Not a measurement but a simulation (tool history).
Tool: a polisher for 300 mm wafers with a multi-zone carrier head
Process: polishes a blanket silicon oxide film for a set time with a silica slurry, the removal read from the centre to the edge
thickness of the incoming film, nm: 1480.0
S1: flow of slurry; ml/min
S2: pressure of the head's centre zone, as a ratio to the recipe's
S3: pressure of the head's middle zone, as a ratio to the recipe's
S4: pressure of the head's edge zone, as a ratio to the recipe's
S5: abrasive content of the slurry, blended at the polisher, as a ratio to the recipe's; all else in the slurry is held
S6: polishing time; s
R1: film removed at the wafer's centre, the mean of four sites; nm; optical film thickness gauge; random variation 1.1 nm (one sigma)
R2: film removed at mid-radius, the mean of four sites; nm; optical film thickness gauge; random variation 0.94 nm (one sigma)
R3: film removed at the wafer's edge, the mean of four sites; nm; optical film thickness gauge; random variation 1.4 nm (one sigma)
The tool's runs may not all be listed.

run    day   S1    S2    S3    S4    S5  S6      R1      R2      R3
  1      0  250     1     1     1     1  36  112.28  116.76  118.73
  2  0.292  250     1     1     1  1.15  36  119.26  123.17  126.84
  3  0.383  240  0.99  0.95  0.99   1.1  36   116.8  117.36  122.72
  4  0.758  235  0.99  0.91  1.01     1  36  114.22  111.54  117.47
  5  0.933  235  0.99  0.91  1.01   1.2  36  120.94  117.88  126.88
  6  1.296  230  0.99  0.88  1.05   1.1  35  113.34  108.44  122.79
  7  1.392  225  0.99  0.86  1.05  1.05  35   110.9  105.23  117.71

Run 8 comes next. What will it give?
  8  1.425  225  0.99  0.86  1.05  1.05  35   ?   ?   ?

{"run 8": {"R1": 111.22, "R2": 105.35, "R3": 117.62}}
